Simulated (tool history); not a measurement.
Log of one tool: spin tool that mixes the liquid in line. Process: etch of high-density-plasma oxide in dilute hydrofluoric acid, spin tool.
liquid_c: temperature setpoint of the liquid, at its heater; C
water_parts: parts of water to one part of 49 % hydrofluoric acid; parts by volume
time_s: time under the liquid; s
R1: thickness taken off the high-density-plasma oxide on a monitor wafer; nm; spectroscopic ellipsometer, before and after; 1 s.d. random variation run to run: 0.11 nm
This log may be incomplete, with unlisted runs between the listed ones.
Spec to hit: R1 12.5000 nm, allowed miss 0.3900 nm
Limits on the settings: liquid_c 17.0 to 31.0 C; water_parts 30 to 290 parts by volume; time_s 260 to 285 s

Run 1, hour 0.0: liquid_c 23.0 C, water_parts 160 parts by volume, time_s 260 s. Result: R1 6.7335 nm.
Run 2, hour 4.9: liquid_c 23.0 C, water_parts 160 parts by volume, time_s 260 s. Result: R1 6.6135 nm.
Run 3, hour 11.5: liquid_c 25.0 C, water_parts 145 parts by volume, time_s 260 s. Result: R1 8.0389 nm.
Run 4, hour 16.9: liquid_c 25.0 C, water_parts 110 parts by volume, time_s 260 s. Result: R1 11.1950 nm.
Run 5, hour 20.7: liquid_c 26.5 C, water_parts 110 parts by volume, time_s 260 s. Result: R1 11.6820 nm.
Run 6, hour 23.8: liquid_c 26.5 C, water_parts 135 parts by volume, time_s 260 s. Result: R1 9.3345 nm.
At hour 27.8: hydrofluoric acid flow meter replaced.
Run 7, hour 27.8: liquid_c 30.5 C, water_parts 115 parts by volume, time_s 260 s. Result: R1 14.9270 nm.
Run 8, hour 30.6: liquid_c 29.5 C, water_parts 115 parts by volume, time_s 260 s. Result: R1 14.2510 nm.
Run 9, hour 32.5: liquid_c 29.0 C, water_parts 115 parts by volume, time_s 260 s. Result: R1 13.9850 nm.
Run 10, hour 33.3: liquid_c 28.5 C, water_parts 115 parts by volume, time_s 260 s. Result: R1 13.7190 nm.
Run 11, hour 35.4: liquid_c 28.0 C, water_parts 115 parts by volume, time_s 260 s. Result: R1 13.4040 nm.
Run 12, hour 40.0: liquid_c 27.5 C, water_parts 115 parts by volume, time_s 260 s. Result: R1 13.0560 nm.
Run 13, hour 41.1: liquid_c 27.0 C, water_parts 115 parts by volume, time_s 260 s. Result: R1 12.9820 nm.

Which single option among these 5 for the next run brings every result within its allowed miss of target? Just one does.
Run A, hour 42.2: liquid_c 27.0 C, water_parts 110 parts by volume, time_s 260 s. Result: R1 ?.
Run B, hour 42.2: liquid_c 27.0 C, water_parts 125 parts by volume, time_s 280 s. Result: R1 ?.
Run C, hour 42.2: liquid_c 27.0 C, water_parts 115 parts by volume, time_s 280 s. Result: R1 ?.
Run D, hour 42.2: liquid_c 27.0 C, water_parts 115 parts by volume, time_s 270 s. Result: R1 ?.
Run E, hour 42.2: liquid_c 28.5 C, water_parts 115 parts by volume, time_s 260 s. Result: R1 ?.

move       R1
   A  13.5540
   B  12.6010
   C  13.8720
   D  13.3770
   E  13.6330
A: lands further from the targets than the last run did
B: hits every target within its allowed miss
C: lands further from the targets than the last run did
D: lands further from the targets than the last run did
E: lands further from the targets than the last run did
The right move is B.
